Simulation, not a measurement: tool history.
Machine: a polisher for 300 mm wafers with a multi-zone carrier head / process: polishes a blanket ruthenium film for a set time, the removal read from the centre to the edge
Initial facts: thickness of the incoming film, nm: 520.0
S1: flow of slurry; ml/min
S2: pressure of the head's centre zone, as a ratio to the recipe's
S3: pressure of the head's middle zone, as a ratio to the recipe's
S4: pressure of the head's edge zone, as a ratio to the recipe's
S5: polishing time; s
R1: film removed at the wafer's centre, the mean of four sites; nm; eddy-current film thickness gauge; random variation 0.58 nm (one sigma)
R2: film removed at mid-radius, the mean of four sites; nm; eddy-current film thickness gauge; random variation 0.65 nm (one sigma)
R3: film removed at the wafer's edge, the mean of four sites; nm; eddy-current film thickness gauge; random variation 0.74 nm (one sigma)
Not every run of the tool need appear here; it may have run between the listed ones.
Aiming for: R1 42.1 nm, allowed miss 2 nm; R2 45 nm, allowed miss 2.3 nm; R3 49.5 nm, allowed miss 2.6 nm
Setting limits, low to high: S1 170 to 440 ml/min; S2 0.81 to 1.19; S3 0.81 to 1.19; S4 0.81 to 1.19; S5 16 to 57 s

{"run": 1, "hour": 0.0, "S1": 280, "S2": 1, "S3": 1, "S4": 1, "S5": 36, "R1": 31.64, "R2": 32.134, "R3": 31.757}
{"run": 2, "hour": 8.0, "S1": 280, "S2": 1, "S3": 1, "S4": 1.06, "S5": 36, "R1": 32.612, "R2": 31.53, "R3": 32.124}
{"run": 3, "hour": 9.0, "S1": 250, "S2": 1, "S3": 1, "S4": 1.06, "S5": 36, "R1": 32.454, "R2": 31.446, "R3": 32.053}
{"run": 4, "hour": 15.4, "S1": 250, "S2": 1.08, "S3": 1, "S4": 1.06, "S5": 36, "R1": 34.975, "R2": 31.111, "R3": 31.558}
{"run": 5, "hour": 16.3, "S1": 250, "S2": 1.03, "S3": 0.99, "S4": 1.07, "S5": 39, "R1": 35.633, "R2": 34.511, "R3": 36.247}
{"run": 6, "hour": 22.7, "S1": 250, "S2": 1.03, "S3": 0.94, "S4": 1.07, "S5": 39, "R1": 35.527, "R2": 32.735, "R3": 35.598}
{"run": 7, "hour": 26.0, "S1": 250, "S2": 1.01, "S3": 0.95, "S4": 1.07, "S5": 41, "R1": 37.061, "R2": 34.335, "R3": 36.485}
{"run": 8, "hour": 34.5, "S1": 250, "S2": 0.96, "S3": 0.95, "S4": 1.09, "S5": 44, "R1": 36.723, "R2": 37.516, "R3": 39.902}
{"run": 9, "hour": 40.6, "S1": 250, "S2": 0.95, "S3": 0.94, "S4": 1.1, "S5": 46, "R1": 38.357, "R2": 38.525, "R3": 42.037}
{"run": 10, "hour": 48.0, "S1": 250, "S2": 0.94, "S3": 0.94, "S4": 1.11, "S5": 47, "R1": 38.626, "R2": 38.688, "R3": 44.5}
{"run": 11, "hour": 55.6, "S1": 250, "S2": 0.94, "S3": 0.94, "S4": 1.11, "S5": 47, "R1": 39.089, "R2": 39.675, "R3": 43.476}

Exercise: of the 4 proposed moves below, exactly one satisfies all targets within the stated allowed misses. Which move is it?
{"run": "A", "hour": 63.2, "S1": 210, "S2": 0.98, "S3": 0.91, "S4": 1.08, "S5": 42, "R1": "?", "R2": "?", "R3": "?"}
{"run": "B", "hour": 63.2, "S1": 195, "S2": 0.94, "S3": 1, "S4": 1.19, "S5": 52, "R1": "?", "R2": "?", "R3": "?"}
{"run": "C", "hour": 63.2, "S1": 200, "S2": 0.81, "S3": 0.81, "S4": 1.19, "S5": 53, "R1": "?", "R2": "?", "R3": "?"}
{"run": "D", "hour": 63.2, "S1": 255, "S2": 0.84, "S3": 1.07, "S4": 1.14, "S5": 51, "R1": "?", "R2": "?", "R3": "?"}

move=A R1=35.336 R2=32.354 R3=39.191
move=B R1=41.611 R2=43.014 R3=50.64
move=C R1=36.56 R2=36.935 R3=51.85
move=D R1=37.558 R2=45.928 R3=49.514
A: lands further from the targets than the last run did
B: every result within its allowed miss
C: brings the result that was furthest off to its target, and leaves another outside
D: brings the result that was furthest off to its target, and leaves another outside
Go with B: it meets all targets.

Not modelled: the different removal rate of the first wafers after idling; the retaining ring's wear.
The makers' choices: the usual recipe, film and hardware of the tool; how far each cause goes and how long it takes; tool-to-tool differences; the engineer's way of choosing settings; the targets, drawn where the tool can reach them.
